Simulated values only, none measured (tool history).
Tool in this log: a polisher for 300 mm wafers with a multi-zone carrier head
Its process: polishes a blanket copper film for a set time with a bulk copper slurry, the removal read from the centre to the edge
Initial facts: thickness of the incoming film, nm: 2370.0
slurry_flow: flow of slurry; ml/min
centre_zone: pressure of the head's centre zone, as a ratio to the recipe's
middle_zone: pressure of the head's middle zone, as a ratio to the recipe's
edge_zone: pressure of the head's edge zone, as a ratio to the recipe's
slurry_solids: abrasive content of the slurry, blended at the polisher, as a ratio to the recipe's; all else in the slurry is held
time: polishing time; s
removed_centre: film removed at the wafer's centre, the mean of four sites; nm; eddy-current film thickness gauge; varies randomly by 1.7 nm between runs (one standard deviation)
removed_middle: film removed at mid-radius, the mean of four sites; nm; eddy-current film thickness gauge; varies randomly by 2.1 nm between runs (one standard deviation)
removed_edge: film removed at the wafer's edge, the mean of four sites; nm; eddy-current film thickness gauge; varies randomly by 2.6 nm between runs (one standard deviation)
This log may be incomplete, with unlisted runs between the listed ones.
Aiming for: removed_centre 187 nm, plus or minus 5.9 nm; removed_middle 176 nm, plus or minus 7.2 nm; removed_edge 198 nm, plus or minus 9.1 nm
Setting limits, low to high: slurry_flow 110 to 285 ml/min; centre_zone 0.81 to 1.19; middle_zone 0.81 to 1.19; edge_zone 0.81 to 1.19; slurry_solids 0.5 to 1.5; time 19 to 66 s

run 1 hour=0 | slurry_flow=180 centre_zone=1 middle_zone=1 edge_zone=1 slurry_solids=1 time=42 | removed_centre=239.48 removed_middle=251.86 removed_edge=252.8
run 2 hour=7.7 | slurry_flow=175 centre_zone=0.99 middle_zone=0.96 edge_zone=0.98 slurry_solids=0.85 time=41 | removed_centre=226.79 removed_middle=227.05 removed_edge=239.81
run 3 hour=16.3 | slurry_flow=175 centre_zone=0.99 middle_zone=0.92 edge_zone=0.98 slurry_solids=0.85 time=41 | removed_centre=230.99 removed_middle=222.91 removed_edge=237.22
run 4 hour=24 | slurry_flow=175 centre_zone=0.99 middle_zone=0.98 edge_zone=0.98 slurry_solids=0.85 time=41 | removed_centre=228.36 removed_middle=234.82 removed_edge=244.43
run 5 hour=27.9 | slurry_flow=175 centre_zone=0.99 middle_zone=1.04 edge_zone=0.98 slurry_solids=0.85 time=41 | removed_centre=228.36 removed_middle=243.55 removed_edge=234.92
run 6 hour=29.7 | slurry_flow=170 centre_zone=0.98 middle_zone=1 edge_zone=0.97 slurry_solids=0.75 time=40 | removed_centre=214.33 removed_middle=227.09 removed_edge=225.58
run 7 hour=36 | slurry_flow=165 centre_zone=0.97 middle_zone=0.96 edge_zone=0.96 slurry_solids=0.7 time=39 | removed_centre=204.01 removed_middle=211.26 removed_edge=220.23
run 8 hour=39.7 | slurry_flow=160 centre_zone=0.97 middle_zone=0.93 edge_zone=0.94 slurry_solids=0.65 time=38 | removed_centre=194.46 removed_middle=198.65 removed_edge=213.95
run 9 hour=47.4 | slurry_flow=160 centre_zone=0.98 middle_zone=0.92 edge_zone=0.93 slurry_solids=0.6 time=37 | removed_centre=192.72 removed_middle=191.02 removed_edge=203.19
run 10 hour=55.4 | slurry_flow=155 centre_zone=0.98 middle_zone=0.91 edge_zone=0.93 slurry_solids=0.6 time=37 | removed_centre=190.76 removed_middle=186.24 removed_edge=197.77
run 11 hour=60.9 | slurry_flow=150 centre_zone=0.98 middle_zone=0.9 edge_zone=0.94 slurry_solids=0.6 time=37 | removed_centre=189.71 removed_middle=183.14 removed_edge=199.72

Of the 4 settings listed for the next run, only one would bring every result within its allowed miss of target. Which one?
run A hour=66.4 | slurry_flow=150 centre_zone=1 middle_zone=0.95 edge_zone=0.93 slurry_solids=0.55 time=37 | removed_centre=? removed_middle=? removed_edge=?
run B hour=66.4 | slurry_flow=155 centre_zone=1 middle_zone=0.99 edge_zone=0.89 slurry_solids=0.55 time=37 | removed_centre=? removed_middle=? removed_edge=?
run C hour=66.4 | slurry_flow=155 centre_zone=0.87 middle_zone=0.82 edge_zone=0.92 slurry_solids=0.5 time=39 | removed_centre=? removed_middle=? removed_edge=?
run D hour=66.4 | slurry_flow=140 centre_zone=0.99 middle_zone=0.88 edge_zone=0.93 slurry_solids=0.65 time=36 | removed_centre=? removed_middle=? removed_edge=?

move=A removed_centre=193.7 removed_middle=185.42 removed_edge=199.17
move=B removed_centre=194.99 removed_middle=192.95 removed_edge=195.87
move=C removed_centre=176.75 removed_middle=172.91 removed_edge=208.15
move=D removed_centre=187.16 removed_middle=170.35 removed_edge=195.65
A: the biggest miss grows against the last run
B: the biggest miss grows against the last run
C: corrects the largest miss of the last run, while another result sits out of spec
D: all results in spec
The right move is D.
